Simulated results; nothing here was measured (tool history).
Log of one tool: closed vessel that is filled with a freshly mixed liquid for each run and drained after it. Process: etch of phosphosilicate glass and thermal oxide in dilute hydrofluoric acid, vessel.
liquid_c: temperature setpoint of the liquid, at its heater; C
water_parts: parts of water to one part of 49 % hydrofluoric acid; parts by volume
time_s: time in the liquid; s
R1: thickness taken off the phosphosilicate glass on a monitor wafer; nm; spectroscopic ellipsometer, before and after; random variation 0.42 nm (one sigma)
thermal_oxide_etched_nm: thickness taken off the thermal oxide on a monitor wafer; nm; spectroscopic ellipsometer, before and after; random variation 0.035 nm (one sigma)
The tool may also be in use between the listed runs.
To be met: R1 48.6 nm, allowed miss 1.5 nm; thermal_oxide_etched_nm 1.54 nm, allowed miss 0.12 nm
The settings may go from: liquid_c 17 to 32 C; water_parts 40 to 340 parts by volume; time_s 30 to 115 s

Run 1, hour 0: liquid_c 24 C, water_parts 190 parts by volume, time_s 60 s. Result: R1 43.352 nm, thermal_oxide_etched_nm 1.3951 nm.
Run 2, hour 7.1: liquid_c 21.5 C, water_parts 190 parts by volume, time_s 60 s. Result: R1 39.396 nm, thermal_oxide_etched_nm 1.2845 nm.
Run 3, hour 13.4: liquid_c 22 C, water_parts 190 parts by volume, time_s 60 s. Result: R1 39.593 nm, thermal_oxide_etched_nm 1.2332 nm.
Run 4, hour 17.5: liquid_c 18.5 C, water_parts 190 parts by volume, time_s 60 s. Result: R1 34.97 nm, thermal_oxide_etched_nm 1.05 nm.
Run 5, hour 23.3: liquid_c 19.5 C, water_parts 190 parts by volume, time_s 60 s. Result: R1 35.982 nm, thermal_oxide_etched_nm 1.1566 nm.
Run 6, hour 25.3: liquid_c 23 C, water_parts 190 parts by volume, time_s 60 s. Result: R1 41.045 nm, thermal_oxide_etched_nm 1.2902 nm.
At hour 33: thermometer replaced.
Run 7, hour 33: liquid_c 23.5 C, water_parts 190 parts by volume, time_s 60 s. Result: R1 39.021 nm, thermal_oxide_etched_nm 1.2693 nm.
Run 8, hour 34.2: liquid_c 23.5 C, water_parts 190 parts by volume, time_s 60 s. Result: R1 38.497 nm, thermal_oxide_etched_nm 1.2012 nm.
Run 9, hour 41.2: liquid_c 24 C, water_parts 185 parts by volume, time_s 60 s. Result: R1 40.522 nm, thermal_oxide_etched_nm 1.2526 nm.

Which of these 5 next moves meets every target?
Run A, hour 48.2: liquid_c 24.5 C, water_parts 195 parts by volume, time_s 75 s. Result: R1 ?, thermal_oxide_etched_nm ?.
Run B, hour 48.2: liquid_c 23.5 C, water_parts 210 parts by volume, time_s 95 s. Result: R1 ?, thermal_oxide_etched_nm ?.
Run C, hour 48.2: liquid_c 24 C, water_parts 180 parts by volume, time_s 45 s. Result: R1 ?, thermal_oxide_etched_nm ?.
Run D, hour 48.2: liquid_c 19 C, water_parts 340 parts by volume, time_s 115 s. Result: R1 ?, thermal_oxide_etched_nm ?.
Run E, hour 48.2: liquid_c 27.5 C, water_parts 280 parts by volume, time_s 65 s. Result: R1 ?, thermal_oxide_etched_nm ?.

move      R1  thermal_oxide_etched_nm
   A  48.884                   1.5743
   B  54.529                   1.7561
   C  31.707                   1.0211
   D   30.61                  0.98578
   E  29.921                  0.96358
A: meets every target
B: takes the result that was furthest off past its target
C: further off than the last run
D: further off than the last run
E: further off than the last run
The right move is A.
